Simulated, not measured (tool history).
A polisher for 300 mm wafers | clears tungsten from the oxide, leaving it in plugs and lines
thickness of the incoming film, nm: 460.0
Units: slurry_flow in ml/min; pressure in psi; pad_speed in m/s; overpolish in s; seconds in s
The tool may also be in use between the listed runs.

Run 1, day 0.000: slurry_flow 315 ml/min, pressure 3.6 psi, pad_speed 1.22 m/s, slurry_solids 1.00, overpolish 4 s. Result: seconds 90.944 s.
Run 2, day 0.212: slurry_flow 315 ml/min, pressure 4.5 psi, pad_speed 1.22 m/s, slurry_solids 1.00, overpolish 4 s. Result: seconds 74.815 s.
Run 3, day 0.242: slurry_flow 315 ml/min, pressure 3.9 psi, pad_speed 1.22 m/s, slurry_solids 1.00, overpolish 4 s. Result: seconds 84.400 s.
Run 4, day 0.275: slurry_flow 315 ml/min, pressure 3.3 psi, pad_speed 1.22 m/s, slurry_solids 1.00, overpolish 4 s. Result: seconds 104.110 s.
Run 5, day 0.396: slurry_flow 315 ml/min, pressure 3.5 psi, pad_speed 1.24 m/s, slurry_solids 1.00, overpolish 4 s. Result: seconds 90.678 s.
Run 6, day 0.533: slurry_flow 315 ml/min, pressure 3.5 psi, pad_speed 1.24 m/s, slurry_solids 1.15, overpolish 4 s. Result: seconds 91.735 s.
At day 0.592: worn pad replaced by a new one.
Run 7, day 0.592: slurry_flow 315 ml/min, pressure 3.7 psi, pad_speed 1.26 m/s, slurry_solids 1.15, overpolish 4 s. Result: seconds 75.784 s.

Forecast run 8:
Run 8, day 0.712: slurry_flow 315 ml/min, pressure 3.7 psi, pad_speed 1.26 m/s, slurry_solids 1.15, overpolish 4 s. Result: seconds ?.

{"run 8": {"seconds": 74.946}}
